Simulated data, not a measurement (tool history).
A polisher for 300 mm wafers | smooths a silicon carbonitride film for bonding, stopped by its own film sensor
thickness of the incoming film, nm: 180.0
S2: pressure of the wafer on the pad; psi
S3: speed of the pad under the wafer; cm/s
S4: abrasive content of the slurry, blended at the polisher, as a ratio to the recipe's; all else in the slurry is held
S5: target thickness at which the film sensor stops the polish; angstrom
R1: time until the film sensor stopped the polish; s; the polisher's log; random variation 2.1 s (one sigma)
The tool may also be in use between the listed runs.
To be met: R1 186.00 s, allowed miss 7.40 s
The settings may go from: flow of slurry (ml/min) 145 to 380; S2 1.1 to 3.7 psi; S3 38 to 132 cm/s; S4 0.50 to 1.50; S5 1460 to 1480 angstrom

run 1 hour=0.0 | flow_of_slurry_(ml/min)=245 S2=2.4 S3=84 S4=1.00 S5=1480 | R1=102.03
run 2 hour=3.3 | flow_of_slurry_(ml/min)=245 S2=2.2 S3=82 S4=1.00 S5=1480 | R1=117.88
run 3 hour=9.6 | flow_of_slurry_(ml/min)=245 S2=2.1 S3=82 S4=1.00 S5=1480 | R1=121.55
run 4 hour=15.8 | flow_of_slurry_(ml/min)=245 S2=2.1 S3=82 S4=1.00 S5=1480 | R1=119.89
run 5 hour=20.7 | flow_of_slurry_(ml/min)=245 S2=2.1 S3=100 S4=1.00 S5=1480 | R1=101.80
run 6 hour=27.6 | flow_of_slurry_(ml/min)=245 S2=1.9 S3=98 S4=1.00 S5=1480 | R1=115.69
run 7 hour=30.6 | flow_of_slurry_(ml/min)=245 S2=1.8 S3=96 S4=1.00 S5=1480 | R1=125.31
run 8 hour=38.5 | flow_of_slurry_(ml/min)=245 S2=1.7 S3=96 S4=1.00 S5=1480 | R1=128.33

Which of these 5 next moves meets every target?
run A hour=46.4 | flow_of_slurry_(ml/min)=225 S2=1.5 S3=82 S4=0.90 S5=1460 | R1=?
run B hour=46.4 | flow_of_slurry_(ml/min)=225 S2=1.7 S3=60 S4=1.25 S5=1480 | R1=?
run C hour=46.4 | flow_of_slurry_(ml/min)=200 S2=1.2 S3=94 S4=0.90 S5=1460 | R1=?
run D hour=46.4 | flow_of_slurry_(ml/min)=200 S2=2.1 S3=68 S4=0.80 S5=1460 | R1=?
run E hour=46.4 | flow_of_slurry_(ml/min)=230 S2=2.0 S3=112 S4=0.95 S5=1480 | R1=?

move=A R1=188.33
move=B R1=175.30
move=C R1=211.55
move=D R1=171.07
move=E R1=102.20
A: meets every target
B: nearer than the last run, and not there yet
C: takes the result that was furthest off past its target
D: nearer than the last run, and not there yet
E: further off than the last run
The right move is A.

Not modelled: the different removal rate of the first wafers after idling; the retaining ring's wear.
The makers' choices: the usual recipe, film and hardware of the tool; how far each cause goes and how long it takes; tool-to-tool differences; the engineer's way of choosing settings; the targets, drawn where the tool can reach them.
